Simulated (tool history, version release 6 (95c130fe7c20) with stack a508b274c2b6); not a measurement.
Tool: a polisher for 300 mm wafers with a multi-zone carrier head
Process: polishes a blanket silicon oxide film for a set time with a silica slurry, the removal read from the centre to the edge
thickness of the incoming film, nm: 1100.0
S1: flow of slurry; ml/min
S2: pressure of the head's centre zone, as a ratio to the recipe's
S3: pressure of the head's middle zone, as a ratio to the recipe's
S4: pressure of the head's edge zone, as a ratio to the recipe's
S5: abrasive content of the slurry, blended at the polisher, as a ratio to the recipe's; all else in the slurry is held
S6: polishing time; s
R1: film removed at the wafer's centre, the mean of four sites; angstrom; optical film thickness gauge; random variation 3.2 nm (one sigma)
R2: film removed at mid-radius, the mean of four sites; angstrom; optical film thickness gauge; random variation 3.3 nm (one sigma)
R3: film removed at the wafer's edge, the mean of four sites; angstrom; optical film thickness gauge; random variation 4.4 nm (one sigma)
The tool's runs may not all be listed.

run	hour	S1	S2	S3	S4	S5	S6	R1	R2	R3
1	0	180	1	1	1	1	90	3147.3	3162.7	3189
2	6.5	190	1.01	1	1.02	1	90	3272.7	3135.3	3139.1
3	9.9	185	1.01	0.99	1.03	1.05	90	3242.7	3208.8	3293.6
4	14.3	185	1.01	0.99	0.96	1.05	90	3294.2	3238.8	3180.1
5	15.7	190	1.01	0.99	0.98	1.1	90	3385.7	3281.2	3346.5
6	19.5	190	1.01	0.99	0.98	1.25	90	3610	3525	3468.4
7	21.3	195	1.01	0.98	1	1.25	90	3549.4	3468.8	3487.3
8	25.2	200	1.01	0.97	1.01	1.25	90	3652.4	3424.3	3480.2
9	34.1	195	1.01	0.97	1.03	1.3	90	3629.4	3497.1	3584.8
10	40.4	195	1.01	0.97	1.04	1.3	90	3596.4	3489.2	3626.4

Run 11 comes next. What will it give?
11	44.2	200	1.01	0.97	1.05	1.3	90	?	?	?

R1: 3654 angstrom
R2: 3461.2 angstrom
R3: 3692.8 angstrom
